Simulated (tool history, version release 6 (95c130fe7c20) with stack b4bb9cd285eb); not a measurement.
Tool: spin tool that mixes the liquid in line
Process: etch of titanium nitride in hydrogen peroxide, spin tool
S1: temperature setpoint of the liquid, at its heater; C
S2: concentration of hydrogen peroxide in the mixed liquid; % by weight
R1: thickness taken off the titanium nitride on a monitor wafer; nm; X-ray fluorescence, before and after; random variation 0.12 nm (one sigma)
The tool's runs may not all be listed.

{"run": 1, "hour": 0.0, "S1": 47, "S2": 16, "time under the liquid (s)": 310, "R1": 7.2721}
{"run": 2, "hour": 5.8, "S1": 49, "S2": 16, "time under the liquid (s)": 310, "R1": 8.4871}
{"run": 3, "hour": 6.8, "S1": 49, "S2": 13.5, "time under the liquid (s)": 310, "R1": 8.3132}
{"run": 4, "hour": 13.2, "S1": 49, "S2": 13.5, "time under the liquid (s)": 335, "R1": 8.859}
{"run": 5, "hour": 16.1, "S1": 49, "S2": 16.5, "time under the liquid (s)": 335, "R1": 9.2138}
{"run": 6, "hour": 24.0, "S1": 49, "S2": 15, "time under the liquid (s)": 335, "R1": 9.0911}

Run 7 comes next. What will it give?
{"run": 7, "hour": 30.6, "S1": 50.5, "S2": 15, "time under the liquid (s)": 335, "R1": "?"}

{"run 7": {"R1": 10.019}}

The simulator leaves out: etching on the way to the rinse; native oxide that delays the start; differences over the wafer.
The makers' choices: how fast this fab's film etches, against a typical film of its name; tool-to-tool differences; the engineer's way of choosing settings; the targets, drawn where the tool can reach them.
